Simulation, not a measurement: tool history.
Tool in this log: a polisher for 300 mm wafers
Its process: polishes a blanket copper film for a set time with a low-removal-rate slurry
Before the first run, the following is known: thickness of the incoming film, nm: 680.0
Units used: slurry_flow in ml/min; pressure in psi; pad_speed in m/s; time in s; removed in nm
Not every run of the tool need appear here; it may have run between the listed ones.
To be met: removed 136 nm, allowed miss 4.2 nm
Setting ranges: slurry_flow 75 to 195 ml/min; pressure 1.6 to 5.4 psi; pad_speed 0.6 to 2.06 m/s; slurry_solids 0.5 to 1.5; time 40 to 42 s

run 1 hour=0 | slurry_flow=125 pressure=3.5 pad_speed=1.32 slurry_solids=1 time=40 | removed=201.08
run 2 hour=6.9 | slurry_flow=125 pressure=3 pad_speed=1.32 slurry_solids=1 time=40 | removed=170.9
run 3 hour=9.1 | slurry_flow=115 pressure=2.8 pad_speed=1.32 slurry_solids=1 time=40 | removed=158.94
run 4 hour=15.7 | slurry_flow=135 pressure=2.8 pad_speed=1.32 slurry_solids=1 time=40 | removed=162.86
run 5 hour=23.1 | slurry_flow=130 pressure=2.6 pad_speed=1.32 slurry_solids=1 time=40 | removed=151.06
run 6 hour=24.2 | slurry_flow=130 pressure=2.6 pad_speed=1.32 slurry_solids=1.1 time=40 | removed=153.2
run 7 hour=32.6 | slurry_flow=125 pressure=2.5 pad_speed=1.32 slurry_solids=1.1 time=40 | removed=149.14
run 8 hour=35.5 | slurry_flow=120 pressure=2.4 pad_speed=1.32 slurry_solids=1.1 time=40 | removed=142.39

Consider the 4 candidate settings below. Which is the only one whose results all fall within their allowed miss of target?
run A hour=38.4 | slurry_flow=130 pressure=1.9 pad_speed=1.36 slurry_solids=1.15 time=42 | removed=?
run B hour=38.4 | slurry_flow=130 pressure=2.5 pad_speed=1 slurry_solids=1.2 time=41 | removed=?
run C hour=38.4 | slurry_flow=125 pressure=2.4 pad_speed=1.26 slurry_solids=1.1 time=40 | removed=?
run D hour=38.4 | slurry_flow=125 pressure=2.3 pad_speed=1.24 slurry_solids=1 time=40 | removed=?

move=A removed=126.26
move=B removed=122.99
move=C removed=136.24
move=D removed=125.36
A: takes the biggest miss from the last run beyond its target
B: takes the biggest miss from the last run beyond its target
C: every result lands within tolerance
D: takes the biggest miss from the last run beyond its target
Go with C: it meets all targets.
